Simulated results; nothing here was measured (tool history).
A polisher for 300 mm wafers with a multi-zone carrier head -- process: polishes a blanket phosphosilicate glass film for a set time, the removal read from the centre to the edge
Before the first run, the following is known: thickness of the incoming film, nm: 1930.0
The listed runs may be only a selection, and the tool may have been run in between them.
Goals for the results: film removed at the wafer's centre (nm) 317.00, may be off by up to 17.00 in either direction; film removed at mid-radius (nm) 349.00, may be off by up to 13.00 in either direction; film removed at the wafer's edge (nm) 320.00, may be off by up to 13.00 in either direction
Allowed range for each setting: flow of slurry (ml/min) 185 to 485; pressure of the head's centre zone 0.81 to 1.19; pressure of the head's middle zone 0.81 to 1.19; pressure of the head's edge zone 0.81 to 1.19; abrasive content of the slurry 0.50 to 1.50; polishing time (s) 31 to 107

| run | hour | flow of slurry (ml/min) | pressure of the head's centre zone | pressure of the head's middle zone | pressure of the head's edge zone | abrasive content of the slurry | polishing time (s) | film removed at the wafer's centre (nm) | film removed at mid-radius (nm) | film removed at the wafer's edge (nm) |
|---|---|---|---|---|---|---|---|---|---|---|
| 1 | 0.0 | 310 | 1.00 | 1.00 | 1.00 | 1.00 | 69 | 395.00 | 395.41 | 395.45 |
| 2 | 2.2 | 310 | 1.00 | 1.00 | 1.00 | 1.00 | 58 | 326.17 | 325.62 | 334.65 |
| 3 | 4.7 | 310 | 1.00 | 1.00 | 0.95 | 1.00 | 58 | 329.64 | 329.87 | 316.53 |
| 4 | 12.9 | 310 | 1.00 | 1.00 | 1.02 | 1.00 | 58 | 329.84 | 322.86 | 328.18 |
| 5 | 20.0 | 310 | 1.00 | 1.00 | 1.02 | 1.00 | 46 | 256.53 | 261.68 | 265.41 |
| 6 | 28.7 | 315 | 1.01 | 1.04 | 1.03 | 1.10 | 46 | 274.43 | 285.91 | 282.40 |
| 7 | 31.2 | 320 | 1.02 | 1.07 | 1.04 | 1.15 | 46 | 293.44 | 302.57 | 288.51 |
| 8 | 40.2 | 320 | 1.01 | 1.09 | 1.06 | 1.20 | 46 | 286.82 | 312.97 | 298.53 |
| 9 | 44.7 | 325 | 1.02 | 1.10 | 1.07 | 1.25 | 46 | 307.47 | 318.25 | 298.74 |

4 next moves are on the table. One of them brings every result within its allowed miss. Which?
| A | 49.2 | 345 | 1.12 | 1.19 | 0.90 | 1.25 | 46 | ? | ? | ? |
| B | 49.2 | 360 | 1.00 | 1.12 | 1.00 | 1.25 | 50 | ? | ? | ? |
| C | 49.2 | 345 | 1.06 | 1.09 | 1.01 | 1.30 | 43 | ? | ? | ? |
| D | 49.2 | 330 | 1.06 | 0.97 | 1.15 | 1.30 | 45 | ? | ? | ? |

| move | film removed at the wafer's centre (nm) | film removed at mid-radius (nm) | film removed at the wafer's edge (nm) |
|---|---|---|---|
| A | 327.69 | 344.22 | 287.95 |
| B | 322.02 | 356.47 | 328.98 |
| C | 296.05 | 303.60 | 288.50 |
| D | 308.30 | 286.69 | 320.47 |
A: gets the furthest-off result to its target, but another result is out of tolerance
B: hits every target within its allowed miss
C: lands further from the targets than the last run did
D: lands further from the targets than the last run did
Correct choice: B, which meets every target
